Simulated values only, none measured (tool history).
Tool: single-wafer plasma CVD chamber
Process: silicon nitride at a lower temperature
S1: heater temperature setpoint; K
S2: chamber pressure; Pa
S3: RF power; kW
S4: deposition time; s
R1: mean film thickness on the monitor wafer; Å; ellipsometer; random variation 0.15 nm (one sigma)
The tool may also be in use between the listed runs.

{"run": 1, "hour": 0.0, "S1": 633.15, "S2": 265, "S3": 0.365, "S4": 27.1, "R1": 414.55}
{"run": 2, "hour": 2.3, "S1": 633.15, "S2": 283, "S3": 0.375, "S4": 27.1, "R1": 431.64}
{"run": 3, "hour": 7.8, "S1": 633.15, "S2": 297, "S3": 0.38, "S4": 27.1, "R1": 442.3}
{"run": 4, "hour": 14.3, "S1": 633.15, "S2": 332, "S3": 0.38, "S4": 27.1, "R1": 456.25}
{"run": 5, "hour": 21.2, "S1": 633.15, "S2": 332, "S3": 0.38, "S4": 25.7, "R1": 432.41}
{"run": 6, "hour": 23.7, "S1": 633.15, "S2": 337, "S3": 0.39, "S4": 25.7, "R1": 442.45}

Forecast run 7:
{"run": 7, "hour": 28.3, "S1": 633.15, "S2": 341, "S3": 0.395, "S4": 25.7, "R1": "?"}

Run 7 gave R1 447.26 Å.

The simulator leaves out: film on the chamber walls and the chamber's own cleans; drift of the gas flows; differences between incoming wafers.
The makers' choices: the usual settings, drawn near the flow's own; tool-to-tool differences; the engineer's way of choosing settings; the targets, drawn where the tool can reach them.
